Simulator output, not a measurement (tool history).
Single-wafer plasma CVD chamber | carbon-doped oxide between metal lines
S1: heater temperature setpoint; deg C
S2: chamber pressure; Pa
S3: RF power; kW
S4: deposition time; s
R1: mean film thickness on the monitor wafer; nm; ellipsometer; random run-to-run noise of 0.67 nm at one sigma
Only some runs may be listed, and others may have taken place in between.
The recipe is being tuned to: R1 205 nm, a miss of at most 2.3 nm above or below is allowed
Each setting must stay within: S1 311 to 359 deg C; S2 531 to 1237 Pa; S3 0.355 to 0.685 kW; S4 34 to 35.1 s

Run 1, hour 0: S1 335 deg C, S2 884 Pa, S3 0.52 kW, S4 34 s. Result: R1 181.17 nm.
Run 2, hour 1.5: S1 331 deg C, S2 923 Pa, S3 0.525 kW, S4 34 s. Result: R1 184.61 nm.
Run 3, hour 2.7: S1 328 deg C, S2 947 Pa, S3 0.535 kW, S4 34 s. Result: R1 191.18 nm.
Run 4, hour 10.1: S1 325 deg C, S2 959 Pa, S3 0.535 kW, S4 34 s. Result: R1 193.47 nm.
Run 5, hour 14.5: S1 330 deg C, S2 959 Pa, S3 0.535 kW, S4 34 s. Result: R1 190 nm.
Run 6, hour 15.4: S1 327 deg C, S2 977 Pa, S3 0.535 kW, S4 34 s. Result: R1 191.6 nm.
Run 7, hour 20: S1 315 deg C, S2 1107 Pa, S3 0.56 kW, S4 34 s. Result: R1 211.86 nm.
Run 8, hour 20.8: S1 316 deg C, S2 1101 Pa, S3 0.56 kW, S4 34 s. Result: R1 211.09 nm.
Run 9, hour 21.7: S1 317 deg C, S2 1096 Pa, S3 0.56 kW, S4 34 s. Result: R1 210.1 nm.
Run 10, hour 23.5: S1 318 deg C, S2 1092 Pa, S3 0.56 kW, S4 34 s. Result: R1 208.41 nm.
Run 11, hour 30.7: S1 319 deg C, S2 1089 Pa, S3 0.56 kW, S4 34 s. Result: R1 208.13 nm.

Which single option among these 4 for the next run brings every result within its allowed miss of target? Just one does.
Run A, hour 37.9: S1 320 deg C, S2 1197 Pa, S3 0.53 kW, S4 35.1 s. Result: R1 ?.
Run B, hour 37.9: S1 311 deg C, S2 915 Pa, S3 0.54 kW, S4 34.7 s. Result: R1 ?.
Run C, hour 37.9: S1 318 deg C, S2 1131 Pa, S3 0.565 kW, S4 34.3 s. Result: R1 ?.
Run D, hour 37.9: S1 313 deg C, S2 1055 Pa, S3 0.57 kW, S4 34 s. Result: R1 ?.

move      R1
   A  203.82
   B  210.03
   C  212.27
   D  215.85
A: each result inside its tolerance
B: lands further from the targets than the last run did
C: lands further from the targets than the last run did
D: lands further from the targets than the last run did
Go with A: it meets all targets.
